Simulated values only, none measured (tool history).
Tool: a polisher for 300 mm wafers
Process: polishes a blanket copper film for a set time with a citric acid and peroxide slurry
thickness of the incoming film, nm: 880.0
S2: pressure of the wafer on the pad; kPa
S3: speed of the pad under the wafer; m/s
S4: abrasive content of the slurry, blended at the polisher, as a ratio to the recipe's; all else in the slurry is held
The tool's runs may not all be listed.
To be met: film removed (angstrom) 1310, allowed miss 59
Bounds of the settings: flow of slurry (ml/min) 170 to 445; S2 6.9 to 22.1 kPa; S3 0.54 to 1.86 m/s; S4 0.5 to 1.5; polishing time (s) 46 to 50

{"run": 1, "day": 0.0, "flow of slurry (ml/min)": 285, "S2": 14.5, "S3": 1.18, "S4": 1, "polishing time (s)": 50, "film removed (angstrom)": 894.95}
{"run": 2, "day": 0.238, "flow of slurry (ml/min)": 285, "S2": 14.5, "S3": 1.18, "S4": 1, "polishing time (s)": 46, "film removed (angstrom)": 814.99}
{"run": 3, "day": 0.417, "flow of slurry (ml/min)": 325, "S2": 14.5, "S3": 1.18, "S4": 1, "polishing time (s)": 46, "film removed (angstrom)": 832.21}
{"run": 4, "day": 0.55, "flow of slurry (ml/min)": 325, "S2": 15.9, "S3": 1.18, "S4": 1, "polishing time (s)": 46, "film removed (angstrom)": 874.71}
{"run": 5, "day": 0.758, "flow of slurry (ml/min)": 325, "S2": 15.9, "S3": 1.18, "S4": 1, "polishing time (s)": 46, "film removed (angstrom)": 874.13}
{"day": 0.971, "done": "head pressure recalibrated"}
{"run": 6, "day": 0.971, "flow of slurry (ml/min)": 370, "S2": 15.9, "S3": 1.18, "S4": 1, "polishing time (s)": 46, "film removed (angstrom)": 858.56}
{"run": 7, "day": 0.992, "flow of slurry (ml/min)": 370, "S2": 17.2, "S3": 1.2, "S4": 1, "polishing time (s)": 46, "film removed (angstrom)": 913.2}
{"run": 8, "day": 1.083, "flow of slurry (ml/min)": 370, "S2": 17.9, "S3": 1.24, "S4": 1, "polishing time (s)": 46, "film removed (angstrom)": 975.94}
{"run": 9, "day": 1.383, "flow of slurry (ml/min)": 370, "S2": 18.6, "S3": 1.28, "S4": 1, "polishing time (s)": 46, "film removed (angstrom)": 1035.5}

4 next moves are on the table. One of them brings every result within its allowed miss. Which?
{"run": "A", "day": 1.683, "flow of slurry (ml/min)": 375, "S2": 17.9, "S3": 1.14, "S4": 1.2, "polishing time (s)": 46, "film removed (angstrom)": "?"}
{"run": "B", "day": 1.683, "flow of slurry (ml/min)": 320, "S2": 15.9, "S3": 1.16, "S4": 0.95, "polishing time (s)": 46, "film removed (angstrom)": "?"}
{"run": "C", "day": 1.683, "flow of slurry (ml/min)": 405, "S2": 18.6, "S3": 1.44, "S4": 1.1, "polishing time (s)": 50, "film removed (angstrom)": "?"}
{"run": "D", "day": 1.683, "flow of slurry (ml/min)": 345, "S2": 17.9, "S3": 0.96, "S4": 0.9, "polishing time (s)": 46, "film removed (angstrom)": "?"}

move=A film_removed_(angstrom)=936.61
move=B film_removed_(angstrom)=818.13
move=C film_removed_(angstrom)=1295.5
move=D film_removed_(angstrom)=738.26
A: further off than the last run
B: further off than the last run
C: meets every target
D: further off than the last run
Answer: C
